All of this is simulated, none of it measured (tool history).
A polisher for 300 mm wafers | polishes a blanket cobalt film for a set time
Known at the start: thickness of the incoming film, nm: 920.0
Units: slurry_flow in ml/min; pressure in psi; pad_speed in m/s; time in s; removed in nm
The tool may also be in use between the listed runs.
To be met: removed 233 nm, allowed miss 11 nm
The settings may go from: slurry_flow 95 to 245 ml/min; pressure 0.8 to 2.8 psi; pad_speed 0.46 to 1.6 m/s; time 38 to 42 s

run    day  slurry_flow  pressure  pad_speed  time  removed
  1      0          155       1.8       1.02    42   179.52
  2  0.179          155       1.8       1.12    42   205.32
  3  0.471          155       1.8       1.12    42    201.5
  4  0.825          160       1.9       1.12    42   211.24
  5  0.992          160         2       1.12    42   212.24
  6    1.3          160         2       0.96    42   186.71
  7  1.404          160         2       0.96    42   183.45
  8  1.496          160       2.1       0.96    42   190.29
  9  1.775          160       2.2       0.96    42   198.37
 10  1.829          160       2.4       0.98    42   209.51

5 next moves are on the table. One of them brings every result within its allowed miss. Which?
  A  1.883          180       2.4       0.96    41        ?
  B  1.883          160       2.4       1.06    42        ?
  C  1.883          175       2.2          1    42        ?
  D  1.883          175       2.5        0.9    42        ?
  E  1.883          100       2.8       1.12    38        ?

move  removed
   A   208.41
   B   230.45
   C   208.83
   D   205.23
   E   218.79
A: as far off as the last run
B: meets every target
C: as far off as the last run
D: further off than the last run
E: nearer than the last run, and not there yet
Move B is the one to make.

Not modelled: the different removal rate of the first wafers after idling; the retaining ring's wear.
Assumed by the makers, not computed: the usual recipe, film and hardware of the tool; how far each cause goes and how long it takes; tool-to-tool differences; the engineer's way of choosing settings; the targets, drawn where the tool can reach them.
